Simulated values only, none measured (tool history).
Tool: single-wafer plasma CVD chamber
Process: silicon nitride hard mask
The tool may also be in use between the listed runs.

| run | hour | heater temperature setpoint (deg C) | chamber pressure (Torr) | RF power (W) | deposition time (s) | mean film thickness on the monitor wafer (angstrom) |
|---|---|---|---|---|---|---|
| 1 | 0 | 420 | 1.7 | 340 | 40.6 | 528.18 |
| 2 | 5.5 | 420 | 1.7 | 340 | 38.5 | 494.62 |
| 3 | 11.9 | 420 | 1.56 | 315 | 38.5 | 443.34 |
| 4 | 14.5 | 420 | 1.56 | 335 | 38.5 | 477.04 |
| 5 | 19.1 | 412 | 1.56 | 335 | 38.5 | 479.07 |
| 6 | 25.3 | 412 | 1.56 | 335 | 38.5 | 477.23 |
| 7 | 27.2 | 412 | 1.44 | 320 | 38.5 | 440.38 |
| 8 | 32.4 | 412 | 1.34 | 315 | 38.5 | 418.03 |
| 9 | 39.2 | 412 | 1.26 | 315 | 38.5 | 405.6 |
| 10 | 46.7 | 412 | 1.21 | 315 | 38.5 | 396.74 |
| 11 | 54.7 | 412 | 1.17 | 315 | 38.5 | 391.98 |

Estimate the outcome of run 12 from the log above:
| 12 | 55.7 | 412 | 1.14 | 315 | 38.5 | ? |

{"run 12": {"mean film thickness on the monitor wafer (angstrom)": 386.4}}

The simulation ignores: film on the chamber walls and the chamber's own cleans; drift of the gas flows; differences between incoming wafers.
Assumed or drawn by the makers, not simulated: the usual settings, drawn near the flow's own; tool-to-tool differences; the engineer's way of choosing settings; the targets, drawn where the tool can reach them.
